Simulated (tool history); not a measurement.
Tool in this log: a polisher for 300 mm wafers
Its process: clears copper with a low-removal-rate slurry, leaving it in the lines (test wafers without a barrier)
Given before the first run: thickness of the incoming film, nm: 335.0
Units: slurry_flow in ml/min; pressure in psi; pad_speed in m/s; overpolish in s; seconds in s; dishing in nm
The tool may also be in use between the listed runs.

run,hour,slurry_flow,pressure,pad_speed,slurry_solids,overpolish,seconds,dishing
1,0,265,2.4,1.18,1,25,103.48,41.954
2,3.6,265,2.4,1.18,1,17,99.285,32.96
3,9,265,2.2,1.16,1,22,113.15,36.473
4,15.8,265,2.2,1.16,1,26,114.26,40.032
5,20,265,2,1.16,1,29,117.07,41.098
6,26.2,265,2,1.04,1,29,132.5,38.329

What will run 7 give?
7,28.9,265,1.9,1.02,1,32,?,?

{"run 7": {"seconds": 141.21, "dishing": 40.103}}

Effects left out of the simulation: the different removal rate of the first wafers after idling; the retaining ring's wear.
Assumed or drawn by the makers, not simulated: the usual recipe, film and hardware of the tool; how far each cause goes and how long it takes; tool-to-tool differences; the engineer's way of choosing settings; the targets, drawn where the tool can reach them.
